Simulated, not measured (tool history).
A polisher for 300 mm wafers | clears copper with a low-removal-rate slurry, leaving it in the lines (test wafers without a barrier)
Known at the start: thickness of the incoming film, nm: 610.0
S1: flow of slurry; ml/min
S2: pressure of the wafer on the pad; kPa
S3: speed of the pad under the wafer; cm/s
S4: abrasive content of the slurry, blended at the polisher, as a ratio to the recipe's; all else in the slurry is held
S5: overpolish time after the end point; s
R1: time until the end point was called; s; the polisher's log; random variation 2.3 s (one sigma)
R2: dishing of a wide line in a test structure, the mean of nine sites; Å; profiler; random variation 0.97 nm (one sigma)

{"run": 1, "hour": 0.0, "S1": 205, "S2": 21.4, "S3": 134, "S4": 1.0, "S5": 15, "R1": 149.28, "R2": 423.71}
{"run": 2, "hour": 4.9, "S1": 205, "S2": 20.7, "S3": 134, "S4": 1.0, "S5": 16, "R1": 149.52, "R2": 458.08}
{"run": 3, "hour": 9.0, "S1": 205, "S2": 20.0, "S3": 134, "S4": 1.0, "S5": 16, "R1": 155.59, "R2": 440.15}
{"run": 4, "hour": 16.5, "S1": 205, "S2": 19.3, "S3": 134, "S4": 1.0, "S5": 16, "R1": 159.12, "R2": 435.67}
{"run": 5, "hour": 24.8, "S1": 205, "S2": 18.6, "S3": 134, "S4": 1.0, "S5": 16, "R1": 166.39, "R2": 424.35}
{"run": 6, "hour": 26.2, "S1": 205, "S2": 18.6, "S3": 112, "S4": 1.0, "S5": 16, "R1": 198.55, "R2": 367.79}

The next listed run, before its measurement:
{"run": 7, "hour": 33.9, "S1": 205, "S2": 19.3, "S3": 112, "S4": 1.0, "S5": 16, "R1": "?", "R2": "?"}

{"run 7": {"R1": 188.64, "R2": 356.39}}

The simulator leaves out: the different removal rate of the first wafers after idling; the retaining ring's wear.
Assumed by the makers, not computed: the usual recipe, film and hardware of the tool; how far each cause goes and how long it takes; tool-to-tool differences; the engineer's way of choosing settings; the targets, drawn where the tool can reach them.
